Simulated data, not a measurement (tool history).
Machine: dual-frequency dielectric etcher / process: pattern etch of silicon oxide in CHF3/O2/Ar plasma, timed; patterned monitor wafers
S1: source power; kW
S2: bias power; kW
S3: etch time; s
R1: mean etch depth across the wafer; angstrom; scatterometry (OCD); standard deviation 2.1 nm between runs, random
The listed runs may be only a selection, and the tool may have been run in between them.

Run 1, hour 0: S1 0.49 kW, S2 0.213 kW, S3 408 s. Result: R1 7603.4 angstrom.
Run 2, hour 7.4: S1 0.49 kW, S2 0.232 kW, S3 408 s. Result: R1 7849.3 angstrom.
Run 3, hour 9.1: S1 0.45 kW, S2 0.218 kW, S3 402 s. Result: R1 7376.2 angstrom.
Run 4, hour 10.8: S1 0.48 kW, S2 0.218 kW, S3 402 s. Result: R1 7524.9 angstrom.
Run 5, hour 17.6: S1 0.48 kW, S2 0.218 kW, S3 373.5 s. Result: R1 6981.9 angstrom.
Run 6, hour 22.8: S1 0.44 kW, S2 0.218 kW, S3 373.5 s. Result: R1 6816.1 angstrom.

Run 7 has not been measured yet. What should we expect?
Run 7, hour 30.8: S1 0.42 kW, S2 0.215 kW, S3 373.5 s. Result: R1 ?.

R1: 6708.8 angstrom
